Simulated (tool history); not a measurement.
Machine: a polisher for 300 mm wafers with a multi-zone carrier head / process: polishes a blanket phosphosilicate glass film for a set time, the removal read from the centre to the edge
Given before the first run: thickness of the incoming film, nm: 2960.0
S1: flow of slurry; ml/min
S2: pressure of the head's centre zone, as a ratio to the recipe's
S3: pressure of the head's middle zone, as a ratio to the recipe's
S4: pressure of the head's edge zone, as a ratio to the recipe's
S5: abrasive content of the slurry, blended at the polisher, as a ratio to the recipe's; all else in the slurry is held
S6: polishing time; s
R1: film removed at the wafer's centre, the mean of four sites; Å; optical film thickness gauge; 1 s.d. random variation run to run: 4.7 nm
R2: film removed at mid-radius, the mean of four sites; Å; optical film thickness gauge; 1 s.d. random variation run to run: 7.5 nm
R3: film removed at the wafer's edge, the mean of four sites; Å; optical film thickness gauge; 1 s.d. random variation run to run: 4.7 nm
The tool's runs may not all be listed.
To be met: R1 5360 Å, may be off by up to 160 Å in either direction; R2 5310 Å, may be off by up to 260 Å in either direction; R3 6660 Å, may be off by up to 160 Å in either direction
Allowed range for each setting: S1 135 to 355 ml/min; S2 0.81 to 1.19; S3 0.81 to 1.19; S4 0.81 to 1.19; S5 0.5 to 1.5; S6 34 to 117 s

| run | hour | S1 | S2 | S3 | S4 | S5 | S6 | R1 | R2 | R3 |
|---|---|---|---|---|---|---|---|---|---|---|
| 1 | 0 | 225 | 1 | 1 | 1 | 1 | 75 | 7361.5 | 7349.2 | 7404.9 |
| 2 | 3.7 | 225 | 1 | 1 | 0.95 | 1 | 75 | 7358.6 | 7246.6 | 7328.3 |
| 3 | 12.1 | 225 | 1 | 1 | 0.99 | 1 | 75 | 7286.6 | 7540.6 | 7361.6 |
| 4 | 20.6 | 225 | 1 | 1 | 0.99 | 1 | 91 | 9002.1 | 8921.3 | 8920.8 |
| 5 | 29.5 | 215 | 0.98 | 0.98 | 1 | 0.95 | 91 | 8700.2 | 8512.7 | 8754.7 |
| 6 | 35.2 | 210 | 0.96 | 0.96 | 1.02 | 0.9 | 90 | 8060.5 | 8167.6 | 8658.6 |
| 7 | 41.5 | 205 | 0.95 | 0.94 | 1.01 | 0.85 | 89 | 7641.1 | 7682.8 | 8299.8 |
| 8 | 49.9 | 200 | 0.94 | 0.93 | 1 | 0.8 | 89 | 7373.1 | 7409.1 | 7977.6 |
| 9 | 51.7 | 195 | 0.93 | 0.92 | 1.01 | 0.75 | 88 | 7044.8 | 6800.1 | 7677.2 |

4 candidate next runs follow, results not yet known. Just one meets every target within its allowed miss. Identify it.
| A | 53.5 | 150 | 0.86 | 0.82 | 1.06 | 0.8 | 74 | ? | ? | ? |
| B | 53.5 | 180 | 0.9 | 0.92 | 0.97 | 0.75 | 73 | ? | ? | ? |
| C | 53.5 | 140 | 1.1 | 0.95 | 0.98 | 0.7 | 113 | ? | ? | ? |
| D | 53.5 | 170 | 0.87 | 0.93 | 1.06 | 0.8 | 101 | ? | ? | ? |

| move | R1 | R2 | R3 |
|---|---|---|---|
| A | 5371.8 | 5145.9 | 6584.7 |
| B | 5617.9 | 5624.9 | 6205 |
| C | 9826.4 | 8293.4 | 9075.2 |
| D | 7620.5 | 7975.8 | 9126.4 |
A: each result inside its tolerance
B: closes in on the targets versus the last run, not all within tolerance yet
C: misses by more than the last run did
D: misses by more than the last run did
So the answer is move A, the one that meets all the targets.

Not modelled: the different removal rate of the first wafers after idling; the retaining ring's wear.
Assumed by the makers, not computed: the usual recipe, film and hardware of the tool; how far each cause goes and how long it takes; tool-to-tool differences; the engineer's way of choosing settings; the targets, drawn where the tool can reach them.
